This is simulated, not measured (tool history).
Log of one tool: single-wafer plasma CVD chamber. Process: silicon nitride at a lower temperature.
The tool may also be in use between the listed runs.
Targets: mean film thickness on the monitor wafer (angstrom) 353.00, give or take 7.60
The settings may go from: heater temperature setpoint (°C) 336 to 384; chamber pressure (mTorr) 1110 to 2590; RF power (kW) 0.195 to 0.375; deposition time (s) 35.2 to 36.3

run,hour,heater temperature setpoint (°C),chamber pressure (mTorr),RF power (kW),deposition time (s),mean film thickness on the monitor wafer (angstrom)
1,0.0,360,1850,0.285,35.2,437.27
2,5.6,360,1850,0.285,36.3,445.88
3,8.0,367,1850,0.285,36.3,446.76
4,12.2,367,1850,0.285,36.3,449.55
5,16.3,367,1850,0.255,36.3,410.88
6,20.4,367,1720,0.250,36.3,395.33
7,22.2,367,1590,0.245,36.3,381.72
8,23.2,367,1500,0.245,36.3,374.27
9,27.0,367,1440,0.245,36.3,375.59
# hour 35.7: thermocouple changed; heater temperature recalibrated
10,35.7,367,1380,0.240,36.3,364.52
11,37.0,367,1340,0.240,36.3,361.16
12,42.7,367,1340,0.240,36.3,362.99

Exactly one of the 5 candidate moves below puts every result within its allowed miss. Which one?
A,48.4,364,1500,0.245,35.7,?
B,48.4,367,1280,0.235,36.3,?
C,48.4,374,1530,0.250,35.2,?
D,48.4,358,1340,0.245,36.3,?
E,48.4,366,1980,0.230,36.0,?

move,mean film thickness on the monitor wafer (angstrom)
A,370.72
B,350.90
C,371.57
D,367.35
E,381.12
A: lands further from the targets than the last run did
B: meets every target
C: lands further from the targets than the last run did
D: lands further from the targets than the last run did
E: lands further from the targets than the last run did
B meets every target.
